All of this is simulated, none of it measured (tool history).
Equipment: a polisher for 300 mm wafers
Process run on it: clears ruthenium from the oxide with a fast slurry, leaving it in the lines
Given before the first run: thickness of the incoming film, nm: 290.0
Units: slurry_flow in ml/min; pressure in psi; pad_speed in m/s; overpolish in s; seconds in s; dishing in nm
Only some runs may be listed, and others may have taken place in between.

Run 1, hour 0.0: slurry_flow 300 ml/min, pressure 2.1 psi, pad_speed 1.16 m/s, slurry_solids 1.00, overpolish 18 s. Result: seconds 76.958 s, dishing 52.047 nm.
Run 2, hour 3.8: slurry_flow 300 ml/min, pressure 2.1 psi, pad_speed 1.16 m/s, slurry_solids 1.00, overpolish 11 s. Result: seconds 77.220 s, dishing 32.003 nm.
Run 3, hour 12.4: slurry_flow 270 ml/min, pressure 2.1 psi, pad_speed 1.16 m/s, slurry_solids 1.00, overpolish 11 s. Result: seconds 79.065 s, dishing 31.842 nm.
Run 4, hour 19.9: slurry_flow 310 ml/min, pressure 2.0 psi, pad_speed 1.16 m/s, slurry_solids 1.00, overpolish 10 s. Result: seconds 80.421 s, dishing 28.789 nm.
Run 5, hour 22.9: slurry_flow 310 ml/min, pressure 1.8 psi, pad_speed 1.16 m/s, slurry_solids 1.00, overpolish 10 s. Result: seconds 87.105 s, dishing 26.658 nm.
Run 6, hour 26.1: slurry_flow 340 ml/min, pressure 1.7 psi, pad_speed 1.18 m/s, slurry_solids 1.00, overpolish 9 s. Result: seconds 89.294 s, dishing 24.138 nm.
Run 7, hour 29.2: slurry_flow 365 ml/min, pressure 1.6 psi, pad_speed 1.20 m/s, slurry_solids 1.00, overpolish 8 s. Result: seconds 91.201 s, dishing 20.208 nm.
Run 8, hour 30.4: slurry_flow 375 ml/min, pressure 1.6 psi, pad_speed 1.20 m/s, slurry_solids 1.00, overpolish 7 s. Result: seconds 90.051 s, dishing 17.861 nm.
Run 9, hour 35.5: slurry_flow 380 ml/min, pressure 1.6 psi, pad_speed 1.20 m/s, slurry_solids 1.00, overpolish 7 s. Result: seconds 89.689 s, dishing 17.932 nm.
Run 10, hour 36.9: slurry_flow 385 ml/min, pressure 1.6 psi, pad_speed 1.20 m/s, slurry_solids 1.00, overpolish 7 s. Result: seconds 90.439 s, dishing 18.735 nm.
Run 11, hour 39.2: slurry_flow 395 ml/min, pressure 1.6 psi, pad_speed 1.20 m/s, slurry_solids 1.00, overpolish 7 s. Result: seconds 91.803 s, dishing 18.235 nm.
Run 12, hour 40.0: slurry_flow 400 ml/min, pressure 1.6 psi, pad_speed 1.20 m/s, slurry_solids 1.00, overpolish 7 s. Result: seconds 90.911 s, dishing 18.191 nm.
Run 13, hour 41.7: slurry_flow 405 ml/min, pressure 1.6 psi, pad_speed 1.20 m/s, slurry_solids 1.00, overpolish 7 s. Result: seconds 89.987 s, dishing 17.969 nm.
Run 14, hour 47.9: slurry_flow 415 ml/min, pressure 1.6 psi, pad_speed 1.20 m/s, slurry_solids 1.00, overpolish 7 s. Result: seconds 90.002 s, dishing 18.428 nm.
Run 15, hour 56.2: slurry_flow 420 ml/min, pressure 1.6 psi, pad_speed 1.20 m/s, slurry_solids 1.00, overpolish 7 s. Result: seconds 90.399 s, dishing 18.710 nm.
Run 16, hour 56.9: slurry_flow 420 ml/min, pressure 1.6 psi, pad_speed 1.22 m/s, slurry_solids 1.00, overpolish 7 s. Result: seconds 90.518 s, dishing 18.833 nm.
Run 17, hour 61.5: slurry_flow 425 ml/min, pressure 1.7 psi, pad_speed 1.20 m/s, slurry_solids 1.05, overpolish 5 s. Result: seconds 84.485 s, dishing 14.107 nm.

What does the tool deliver on the next run?
Run 18, hour 64.8: slurry_flow 410 ml/min, pressure 1.7 psi, pad_speed 1.20 m/s, slurry_solids 1.05, overpolish 5 s. Result: seconds ?, dishing ?.

Run 18 came out at seconds 84.694 s, dishing 13.741 nm.

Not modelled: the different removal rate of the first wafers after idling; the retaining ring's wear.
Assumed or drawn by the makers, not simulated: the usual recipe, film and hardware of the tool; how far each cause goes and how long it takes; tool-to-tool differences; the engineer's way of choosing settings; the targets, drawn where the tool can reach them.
